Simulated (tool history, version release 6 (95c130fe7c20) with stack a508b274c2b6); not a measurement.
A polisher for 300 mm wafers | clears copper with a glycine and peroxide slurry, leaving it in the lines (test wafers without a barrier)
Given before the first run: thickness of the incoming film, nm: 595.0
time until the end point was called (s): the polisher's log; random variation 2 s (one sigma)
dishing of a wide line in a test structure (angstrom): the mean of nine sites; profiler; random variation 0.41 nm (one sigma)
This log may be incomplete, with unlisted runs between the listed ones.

run  hour  flow of slurry (ml/min)  pressure of the wafer on the pad (kPa)  speed of the pad under the wafer (cm/s)  overpolish time after the end point (s)  time until the end point was called (s)  dishing of a wide line in a test structure (angstrom)
  1   0.0                      145                                    17.2                                      114                                       16                                   90.538                                                 504.48
  2   7.1                      145                                    17.2                                      114                                       20                                   89.563                                                 534.39
  3  11.5                      145                                    15.2                                      110                                       18                                  104.520                                                 477.26
  4  12.6                      145                                    11.0                                      110                                       18                                  130.530                                                 415.76
  5  20.6                      145                                    11.0                                       84                                       18                                  159.090                                                 379.50
  6  21.4                      145                                    11.0                                       84                                       17                                  157.140                                                 351.51

Expected results for the next run?
  7  23.4                      140                                    10.3                                       84                                       16                                        ?                                                      ?

{"run 7": {"time until the end point was called (s)": 167.01, "dishing of a wide line in a test structure (angstrom)": 322.71}}

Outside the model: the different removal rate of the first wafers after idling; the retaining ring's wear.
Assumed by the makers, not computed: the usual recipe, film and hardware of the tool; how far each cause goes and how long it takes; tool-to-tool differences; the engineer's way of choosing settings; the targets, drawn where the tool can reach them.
